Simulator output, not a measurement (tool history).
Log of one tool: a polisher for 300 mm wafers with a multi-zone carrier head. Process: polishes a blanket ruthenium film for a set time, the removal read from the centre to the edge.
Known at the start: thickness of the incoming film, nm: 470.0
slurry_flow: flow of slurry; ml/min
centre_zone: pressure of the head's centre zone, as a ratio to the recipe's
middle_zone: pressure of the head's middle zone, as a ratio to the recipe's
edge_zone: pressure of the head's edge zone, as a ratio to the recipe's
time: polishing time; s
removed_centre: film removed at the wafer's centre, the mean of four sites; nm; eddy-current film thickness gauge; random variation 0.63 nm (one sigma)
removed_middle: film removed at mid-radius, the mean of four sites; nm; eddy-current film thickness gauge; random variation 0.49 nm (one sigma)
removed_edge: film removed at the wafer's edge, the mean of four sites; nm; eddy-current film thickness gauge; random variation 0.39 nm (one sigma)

run 1 hour=0.0 | slurry_flow=170 centre_zone=1.00 middle_zone=1.00 edge_zone=1.00 time=64 | removed_centre=80.307 removed_middle=80.928 removed_edge=79.522
run 2 hour=6.2 | slurry_flow=165 centre_zone=0.98 middle_zone=0.98 edge_zone=1.00 time=62 | removed_centre=77.147 removed_middle=76.604 removed_edge=77.156
run 3 hour=8.5 | slurry_flow=165 centre_zone=1.04 middle_zone=0.98 edge_zone=1.00 time=62 | removed_centre=83.341 removed_middle=75.646 removed_edge=77.091
run 4 hour=15.6 | slurry_flow=165 centre_zone=1.04 middle_zone=0.98 edge_zone=1.00 time=69 | removed_centre=91.345 removed_middle=87.183 removed_edge=85.009
run 5 hour=16.5 | slurry_flow=160 centre_zone=1.01 middle_zone=0.97 edge_zone=1.00 time=67 | removed_centre=84.732 removed_middle=81.273 removed_edge=83.384
run 6 hour=18.8 | slurry_flow=155 centre_zone=0.99 middle_zone=0.97 edge_zone=0.99 time=65 | removed_centre=80.497 removed_middle=79.199 removed_edge=80.134
run 7 hour=21.5 | slurry_flow=155 centre_zone=0.99 middle_zone=0.97 edge_zone=0.99 time=65 | removed_centre=80.422 removed_middle=79.599 removed_edge=80.316
run 8 hour=28.7 | slurry_flow=150 centre_zone=0.97 middle_zone=0.96 edge_zone=0.98 time=63 | removed_centre=76.571 removed_middle=76.031 removed_edge=76.614
run 9 hour=33.5 | slurry_flow=150 centre_zone=0.97 middle_zone=0.96 edge_zone=0.98 time=63 | removed_centre=76.826 removed_middle=75.800 removed_edge=76.756
run 10 hour=39.5 | slurry_flow=145 centre_zone=0.95 middle_zone=0.96 edge_zone=0.99 time=61 | removed_centre=73.055 removed_middle=72.676 removed_edge=73.908
run 11 hour=47.5 | slurry_flow=145 centre_zone=0.93 middle_zone=0.96 edge_zone=1.02 time=59 | removed_centre=68.182 removed_middle=71.253 removed_edge=72.909

Forecast run 12:
run 12 hour=53.5 | slurry_flow=105 centre_zone=0.83 middle_zone=0.86 edge_zone=0.99 time=50 | removed_centre=? removed_middle=? removed_edge=?

{"run 12": {"removed_centre": 50.293, "removed_middle": 53.991, "removed_edge": 59.734}}
